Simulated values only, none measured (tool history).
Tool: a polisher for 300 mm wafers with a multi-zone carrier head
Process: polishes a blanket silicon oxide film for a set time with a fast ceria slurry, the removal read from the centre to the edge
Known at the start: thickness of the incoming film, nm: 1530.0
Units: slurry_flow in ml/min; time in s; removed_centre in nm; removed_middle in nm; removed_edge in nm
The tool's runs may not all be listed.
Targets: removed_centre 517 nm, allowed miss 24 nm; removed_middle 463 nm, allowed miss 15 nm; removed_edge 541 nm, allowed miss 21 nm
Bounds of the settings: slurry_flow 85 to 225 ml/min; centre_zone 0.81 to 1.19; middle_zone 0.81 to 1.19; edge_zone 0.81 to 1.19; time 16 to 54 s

run  hour  slurry_flow  centre_zone  middle_zone  edge_zone  time  removed_centre  removed_middle  removed_edge
  1     0          145            1            1          1    35          389.89          394.84         384.7
  2   5.2          145            1            1       1.07    35          395.08          389.62        404.05
  3  14.1          145            1            1       1.03    35          380.91          387.53        393.86
  4  22.8          145         0.92            1       1.03    35          366.97          385.51        391.44
  5  23.9          145         0.92         1.04       1.03    35          367.24          400.97         398.8
  6  30.8          145         0.92         1.04       0.96    35          359.46          401.82        380.73
  7  36.7          150         0.94         1.01       1.01    37          390.89          421.24        413.22
  8  37.5          150         0.96         0.99       1.05    39          424.91          431.05        442.97
  9  45.5          155         0.97         0.98       1.08    40          445.92           435.8        464.13
 10  54.4          160         0.97         0.98        1.1    41          448.32          461.87        495.21

Which of these 5 next moves meets every target?
  A  63.3          140            1         0.88       1.14    46               ?               ?             ?
  B  63.3          165         0.91         0.96       1.18    42               ?               ?             ?
  C  63.3          140         0.98         0.92       1.15    43               ?               ?             ?
  D  63.3          160         0.93         0.92       1.19    43               ?               ?             ?
  E  63.3          165         0.83         0.91       1.19    45               ?               ?             ?

move  removed_centre  removed_middle  removed_edge
   A          509.23          451.66        540.42
   B          439.37          458.77        514.11
   C          466.55          438.11        507.19
   D          456.67          450.58        526.73
   E          428.87          470.25        553.64
A: meets every target
B: further off than the last run
C: nearer than the last run, and not there yet
D: nearer than the last run, and not there yet
E: further off than the last run
Answer: A
